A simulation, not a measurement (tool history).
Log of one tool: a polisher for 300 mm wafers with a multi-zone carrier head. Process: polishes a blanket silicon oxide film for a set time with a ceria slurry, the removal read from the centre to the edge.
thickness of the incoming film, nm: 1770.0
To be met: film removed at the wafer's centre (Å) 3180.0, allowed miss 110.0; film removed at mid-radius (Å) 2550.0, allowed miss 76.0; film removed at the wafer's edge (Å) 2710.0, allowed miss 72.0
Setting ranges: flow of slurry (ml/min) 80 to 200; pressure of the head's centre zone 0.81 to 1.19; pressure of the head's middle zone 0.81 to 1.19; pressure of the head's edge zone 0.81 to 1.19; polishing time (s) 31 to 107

run	day	flow of slurry (ml/min)	pressure of the head's centre zone	pressure of the head's middle zone	pressure of the head's edge zone	polishing time (s)	film removed at the wafer's centre (Å)	film removed at mid-radius (Å)	film removed at the wafer's edge (Å)
1	0.000	130	1.00	1.00	1.00	69	3542.6	3561.9	3599.7
2	0.233	125	1.03	0.97	0.96	66	3487.1	3323.7	3378.6
3	0.254	120	1.05	0.94	0.93	63	3346.2	3051.5	3113.0
4	0.500	115	1.06	0.91	0.90	63	3348.0	2930.4	3096.4
5	0.788	115	1.06	0.91	0.85	63	3322.9	2952.4	2991.1
6	0.896	115	1.10	0.91	0.85	63	3474.9	2894.8	3004.2
7	0.983	110	1.10	0.90	0.84	62	3398.6	2825.5	2924.7
8	1.042	105	1.10	0.89	0.83	61	3253.2	2716.4	2878.4
9	1.133	105	1.11	0.89	0.82	60	3263.8	2710.2	2783.0
10	1.350	100	1.11	0.88	0.82	60	3290.1	2616.3	2754.2
11	1.658	100	1.10	0.88	0.82	60	3174.3	2656.9	2772.0
12	1.929	100	1.11	0.88	0.82	60	3174.0	2667.0	2783.0
13	2.283	100	1.12	0.88	0.82	60	3229.0	2634.1	2752.1

Below are 5 possible settings for the next run. Only one of them brings all results inside the allowed miss of their targets. Which is it?
A	2.638	85	1.14	0.84	0.90	61	?	?	?
B	2.638	105	1.12	0.95	0.81	58	?	?	?
C	2.638	85	1.14	0.94	0.81	62	?	?	?
D	2.638	110	1.10	0.94	0.82	60	?	?	?
E	2.638	130	1.14	0.89	0.89	55	?	?	?

move	film removed at the wafer's centre (Å)	film removed at mid-radius (Å)	film removed at the wafer's edge (Å)
A	3263.0	2504.2	2855.8
B	3210.3	2740.4	2668.1
C	3318.7	2779.2	2768.3
D	3296.0	2837.3	2792.5
E	3243.0	2569.1	2713.1
A: corrects the largest miss of the last run, while another result sits out of spec
B: lands further from the targets than the last run did
C: lands further from the targets than the last run did
D: lands further from the targets than the last run did
E: every result lands within tolerance
The right move is E.
